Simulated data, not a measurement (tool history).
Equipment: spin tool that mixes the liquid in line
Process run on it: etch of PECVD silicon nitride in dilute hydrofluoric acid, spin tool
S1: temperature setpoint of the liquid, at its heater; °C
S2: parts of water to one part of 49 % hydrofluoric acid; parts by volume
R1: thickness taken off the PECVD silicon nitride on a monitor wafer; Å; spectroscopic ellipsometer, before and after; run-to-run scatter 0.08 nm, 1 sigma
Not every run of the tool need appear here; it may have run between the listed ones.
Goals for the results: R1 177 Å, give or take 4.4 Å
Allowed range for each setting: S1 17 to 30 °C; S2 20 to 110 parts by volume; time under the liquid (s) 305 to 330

run 1 hour=0 | S1=22 S2=60 time_under_the_liquid_(s)=305 | R1=146
run 2 hour=2.3 | S1=22 S2=75 time_under_the_liquid_(s)=305 | R1=118.28
run 3 hour=9.5 | S1=22 S2=75 time_under_the_liquid_(s)=330 | R1=127.28
run 4 hour=18.5 | S1=22 S2=65 time_under_the_liquid_(s)=330 | R1=147.25
run 5 hour=27.2 | S1=22.5 S2=65 time_under_the_liquid_(s)=330 | R1=150.94
run 6 hour=33 | S1=22.5 S2=50 time_under_the_liquid_(s)=330 | R1=195.65
run 7 hour=34.6 | S1=22 S2=50 time_under_the_liquid_(s)=330 | R1=189.33
run 8 hour=37.7 | S1=21.5 S2=50 time_under_the_liquid_(s)=330 | R1=182.2

Consider the 5 candidate settings below. Which is the only one whose results all fall within their allowed miss of target?
run A hour=40.8 | S1=22 S2=50 time_under_the_liquid_(s)=305 | R1=?
run B hour=40.8 | S1=23.5 S2=55 time_under_the_liquid_(s)=330 | R1=?
run C hour=40.8 | S1=22.5 S2=50 time_under_the_liquid_(s)=310 | R1=?
run D hour=40.8 | S1=21.5 S2=45 time_under_the_liquid_(s)=305 | R1=?
run E hour=40.8 | S1=22.5 S2=55 time_under_the_liquid_(s)=310 | R1=?

move=A R1=174.78
move=B R1=190.78
move=C R1=183.82
move=D R1=187.14
move=E R1=167.48
A: hits every target within its allowed miss
B: lands further from the targets than the last run did
C: lands further from the targets than the last run did
D: lands further from the targets than the last run did
E: moves the result that the last run missed by most past its target, out the other side
The move that meets every target is A.
